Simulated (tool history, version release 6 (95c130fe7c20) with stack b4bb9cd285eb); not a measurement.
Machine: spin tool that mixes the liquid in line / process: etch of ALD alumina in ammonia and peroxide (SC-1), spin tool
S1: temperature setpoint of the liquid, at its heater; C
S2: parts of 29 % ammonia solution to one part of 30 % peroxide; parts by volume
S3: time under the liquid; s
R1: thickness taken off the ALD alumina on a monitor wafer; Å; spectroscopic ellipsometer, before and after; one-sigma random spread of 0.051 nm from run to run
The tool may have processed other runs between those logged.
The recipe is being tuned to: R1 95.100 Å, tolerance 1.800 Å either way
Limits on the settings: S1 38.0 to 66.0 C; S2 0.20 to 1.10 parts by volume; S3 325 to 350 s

| run | day | S1 | S2 | S3 | R1 |
|---|---|---|---|---|---|
| 1 | 0.000 | 50.0 | 0.60 | 325 | 158.440 |
| 2 | 0.375 | 50.0 | 0.75 | 325 | 160.090 |
| 3 | 0.592 | 50.0 | 0.65 | 325 | 159.680 |
| 4 | 0.812 | 50.0 | 0.65 | 350 | 171.320 |
| 5 | 1.058 | 50.0 | 0.80 | 350 | 173.010 |
| 6 | 1.300 | 48.0 | 0.80 | 350 | 156.300 |
| 7 | 1.533 | 46.5 | 0.80 | 350 | 142.550 |
| 8 | 1.683 | 45.5 | 0.80 | 350 | 134.580 |

Which single option among these 5 for the next run brings every result within its allowed miss of target? Just one does.
| A | 1.833 | 40.5 | 0.85 | 325 | ? |
| B | 1.833 | 41.5 | 0.80 | 325 | ? |
| C | 1.833 | 41.0 | 1.05 | 325 | ? |
| D | 1.833 | 42.0 | 0.60 | 325 | ? |
| E | 1.833 | 41.0 | 1.00 | 325 | ? |

| move | R1 |
|---|---|
| A | 95.003 |
| B | 100.150 |
| C | 99.826 |
| D | 100.320 |
| E | 99.362 |
A: every result lands within tolerance
B: closes in on the targets versus the last run, not all within tolerance yet
C: closes in on the targets versus the last run, not all within tolerance yet
D: closes in on the targets versus the last run, not all within tolerance yet
E: closes in on the targets versus the last run, not all within tolerance yet
Go with A: it meets all targets.

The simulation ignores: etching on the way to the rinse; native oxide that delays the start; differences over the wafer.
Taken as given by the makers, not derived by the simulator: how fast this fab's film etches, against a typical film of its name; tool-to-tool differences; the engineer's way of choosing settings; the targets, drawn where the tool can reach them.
